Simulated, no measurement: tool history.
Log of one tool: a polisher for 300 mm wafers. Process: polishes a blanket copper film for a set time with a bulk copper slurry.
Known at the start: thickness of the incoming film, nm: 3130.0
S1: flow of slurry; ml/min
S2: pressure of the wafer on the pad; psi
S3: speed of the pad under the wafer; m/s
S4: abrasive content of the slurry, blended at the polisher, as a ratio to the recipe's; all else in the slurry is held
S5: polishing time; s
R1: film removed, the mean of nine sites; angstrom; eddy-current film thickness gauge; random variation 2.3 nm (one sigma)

| run | day | S1 | S2 | S3 | S4 | S5 | R1 |
|---|---|---|---|---|---|---|---|
| 1 | 0 | 235 | 2.4 | 1.04 | 1 | 28 | 2377.5 |
| 2 | 0.358 | 235 | 2.4 | 0.92 | 1 | 28 | 2092.6 |
| 3 | 0.558 | 185 | 2.4 | 0.92 | 1 | 28 | 2057.8 |
| 4 | 0.804 | 190 | 2.7 | 0.92 | 1 | 28 | 2291.2 |
| 5 | 0.938 | 190 | 2.7 | 0.92 | 1 | 24 | 1949.2 |
| 6 | 1.138 | 160 | 2.7 | 0.92 | 1 | 24 | 1875.2 |
| 7 | 1.412 | 205 | 3 | 0.92 | 1 | 24 | 2179.3 |
| 8 | 1.683 | 225 | 3.2 | 0.96 | 1 | 24 | 2461.5 |
| 9 | 1.738 | 245 | 3.3 | 0.98 | 1 | 24 | 2615.9 |

Run 10 comes next. What will it give?
| 10 | 1.938 | 245 | 3.7 | 1.08 | 1 | 24 | ? |

Run 10 gave R1 3234.9 angstrom.
